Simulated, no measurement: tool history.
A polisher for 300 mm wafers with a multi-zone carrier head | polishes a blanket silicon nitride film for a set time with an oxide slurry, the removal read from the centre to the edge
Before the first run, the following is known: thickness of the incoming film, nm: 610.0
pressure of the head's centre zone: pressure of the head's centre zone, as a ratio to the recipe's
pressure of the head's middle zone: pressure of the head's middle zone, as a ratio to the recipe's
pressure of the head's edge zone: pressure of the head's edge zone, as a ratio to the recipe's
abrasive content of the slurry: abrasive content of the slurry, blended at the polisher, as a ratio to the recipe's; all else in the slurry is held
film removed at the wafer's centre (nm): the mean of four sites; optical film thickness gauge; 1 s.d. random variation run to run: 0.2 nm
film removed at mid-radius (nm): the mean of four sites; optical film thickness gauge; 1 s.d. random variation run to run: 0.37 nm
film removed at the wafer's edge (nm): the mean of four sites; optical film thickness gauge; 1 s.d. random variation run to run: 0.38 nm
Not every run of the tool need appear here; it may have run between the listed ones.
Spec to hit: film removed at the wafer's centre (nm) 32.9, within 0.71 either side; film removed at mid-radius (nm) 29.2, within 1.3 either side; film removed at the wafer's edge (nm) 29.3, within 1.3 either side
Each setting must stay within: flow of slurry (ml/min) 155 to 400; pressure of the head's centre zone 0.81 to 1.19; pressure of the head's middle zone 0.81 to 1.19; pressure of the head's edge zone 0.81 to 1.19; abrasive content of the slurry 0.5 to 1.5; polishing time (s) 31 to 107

| run | day | flow of slurry (ml/min) | pressure of the head's centre zone | pressure of the head's middle zone | pressure of the head's edge zone | abrasive content of the slurry | polishing time (s) | film removed at the wafer's centre (nm) | film removed at mid-radius (nm) | film removed at the wafer's edge (nm) |
|---|---|---|---|---|---|---|---|---|---|---|
| 1 | 0 | 255 | 1 | 1 | 1 | 1 | 69 | 43.692 | 43.083 | 42.513 |
| 2 | 0.196 | 260 | 1 | 0.97 | 0.95 | 0.85 | 68 | 38.066 | 36.789 | 37.654 |
| 3 | 0.433 | 260 | 1 | 0.97 | 0.95 | 0.7 | 68 | 32.384 | 31.71 | 31.657 |
| 4 | 0.633 | 260 | 1.02 | 0.96 | 0.94 | 0.7 | 68 | 32.829 | 32.114 | 31.478 |
| 5 | 0.783 | 260 | 0.97 | 0.96 | 0.94 | 0.7 | 68 | 31.545 | 31.785 | 31.411 |
| 6 | 0.929 | 215 | 0.97 | 0.96 | 0.94 | 0.7 | 68 | 30.781 | 31.358 | 30.519 |
| 7 | 1.292 | 220 | 1 | 0.94 | 0.92 | 0.7 | 68 | 31.776 | 31.244 | 30.323 |
| 8 | 1.479 | 225 | 1.02 | 0.91 | 0.91 | 0.7 | 68 | 32.461 | 29.488 | 30.623 |

Next run, 5 choices. One meets every target within its allowed miss, the rest don't. Which?
| A | 1.667 | 235 | 0.93 | 0.87 | 0.99 | 0.6 | 84 | ? | ? | ? |
| B | 1.667 | 155 | 1.11 | 0.99 | 0.81 | 0.8 | 65 | ? | ? | ? |
| C | 1.667 | 255 | 1.09 | 0.92 | 0.9 | 0.9 | 53 | ? | ? | ? |
| D | 1.667 | 285 | 1.1 | 0.88 | 0.81 | 0.8 | 60 | ? | ? | ? |
| E | 1.667 | 215 | 1.01 | 0.91 | 0.92 | 0.65 | 79 | ? | ? | ? |

| move | film removed at the wafer's centre (nm) | film removed at mid-radius (nm) | film removed at the wafer's edge (nm) |
|---|---|---|---|
| A | 31.596 | 30.538 | 33.761 |
| B | 33.537 | 32.124 | 29.637 |
| C | 32.39 | 29.265 | 29.452 |
| D | 34.309 | 29.647 | 29.452 |
| E | 33.842 | 32.089 | 33.113 |
A: lands further from the targets than the last run did
B: the worst result of the last run now meets its target, but another is out of spec
C: every result within its allowed miss
D: the worst result of the last run now meets its target, but another is out of spec
E: lands further from the targets than the last run did
Go with C: it meets all targets.

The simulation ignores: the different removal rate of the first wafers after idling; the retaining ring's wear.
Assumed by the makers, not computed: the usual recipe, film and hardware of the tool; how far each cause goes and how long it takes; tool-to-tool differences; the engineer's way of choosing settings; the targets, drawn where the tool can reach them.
